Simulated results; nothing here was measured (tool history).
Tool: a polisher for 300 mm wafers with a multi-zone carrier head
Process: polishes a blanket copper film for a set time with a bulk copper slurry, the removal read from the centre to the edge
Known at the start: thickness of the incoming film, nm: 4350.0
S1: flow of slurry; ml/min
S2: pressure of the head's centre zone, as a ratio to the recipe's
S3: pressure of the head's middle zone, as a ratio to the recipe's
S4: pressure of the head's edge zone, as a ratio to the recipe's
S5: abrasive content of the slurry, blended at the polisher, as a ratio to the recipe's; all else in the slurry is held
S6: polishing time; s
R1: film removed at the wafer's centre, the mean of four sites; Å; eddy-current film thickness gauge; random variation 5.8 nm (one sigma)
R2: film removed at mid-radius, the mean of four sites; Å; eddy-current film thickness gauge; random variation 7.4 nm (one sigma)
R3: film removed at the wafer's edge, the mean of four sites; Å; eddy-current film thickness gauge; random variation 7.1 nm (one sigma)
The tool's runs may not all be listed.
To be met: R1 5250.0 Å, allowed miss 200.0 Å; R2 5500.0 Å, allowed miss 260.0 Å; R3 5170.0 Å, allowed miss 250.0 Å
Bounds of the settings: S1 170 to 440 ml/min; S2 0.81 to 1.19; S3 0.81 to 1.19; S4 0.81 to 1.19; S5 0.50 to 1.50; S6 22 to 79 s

run 1 hour=0.0 | S1=280 S2=1.00 S3=1.00 S4=1.00 S5=1.00 S6=50 | R1=3988.1 R2=3869.8 R3=4036.2
run 2 hour=1.3 | S1=285 S2=1.01 S3=1.04 S4=1.02 S5=1.15 S6=51 | R1=4283.3 R2=4246.8 R3=4428.2
run 3 hour=6.3 | S1=315 S2=1.01 S3=1.04 S4=1.02 S5=1.15 S6=51 | R1=4380.5 R2=4245.1 R3=4419.5
run 4 hour=10.1 | S1=315 S2=1.01 S3=1.04 S4=1.02 S5=1.15 S6=38 | R1=3255.6 R2=3147.1 R3=3331.4
run 5 hour=15.0 | S1=315 S2=1.06 S3=1.04 S4=1.02 S5=1.15 S6=38 | R1=3331.0 R2=3185.0 R3=3229.0
run 6 hour=16.7 | S1=315 S2=1.06 S3=1.04 S4=1.09 S5=1.15 S6=38 | R1=3459.0 R2=3173.1 R3=3380.7
run 7 hour=18.5 | S1=315 S2=1.06 S3=1.07 S4=1.08 S5=1.20 S6=42 | R1=3818.0 R2=3654.1 R3=3723.8
run 8 hour=22.0 | S1=315 S2=1.06 S3=1.09 S4=1.09 S5=1.25 S6=45 | R1=4186.7 R2=3979.1 R3=4020.1
run 9 hour=26.5 | S1=310 S2=1.05 S3=1.11 S4=1.08 S5=1.30 S6=47 | R1=4334.8 R2=4282.9 R3=4337.7
run 10 hour=31.8 | S1=310 S2=1.06 S3=1.13 S4=1.07 S5=1.35 S6=49 | R1=4700.4 R2=4598.7 R3=4583.8
run 11 hour=34.2 | S1=310 S2=1.05 S3=1.15 S4=1.05 S5=1.35 S6=50 | R1=4663.1 R2=4632.0 R3=4587.5

5 next moves are on the table. One of them brings every result within its allowed miss. Which?
run A hour=36.6 | S1=300 S2=1.17 S3=1.09 S4=0.98 S5=1.50 S6=47 | R1=? R2=? R3=?
run B hour=36.6 | S1=285 S2=1.08 S3=0.93 S4=1.11 S5=1.40 S6=61 | R1=? R2=? R3=?
run C hour=36.6 | S1=315 S2=0.96 S3=0.91 S4=1.18 S5=1.20 S6=50 | R1=? R2=? R3=?
run D hour=36.6 | S1=285 S2=0.98 S3=1.18 S4=1.05 S5=1.45 S6=56 | R1=? R2=? R3=?
run E hour=36.6 | S1=295 S2=1.02 S3=1.15 S4=1.00 S5=1.40 S6=58 | R1=? R2=? R3=?

move=A R1=5020.7 R2=4301.6 R3=4155.9
move=B R1=5868.8 R2=4775.4 R3=5624.2
move=C R1=4155.9 R2=3738.0 R3=4613.1
move=D R1=4936.9 R2=5417.9 R3=5049.9
move=E R1=5296.7 R2=5458.6 R3=5079.4
A: further off than the last run
B: nearer than the last run, and not there yet
C: further off than the last run
D: brings the result that was furthest off to its target, and leaves another outside
E: meets every target
Answer: E
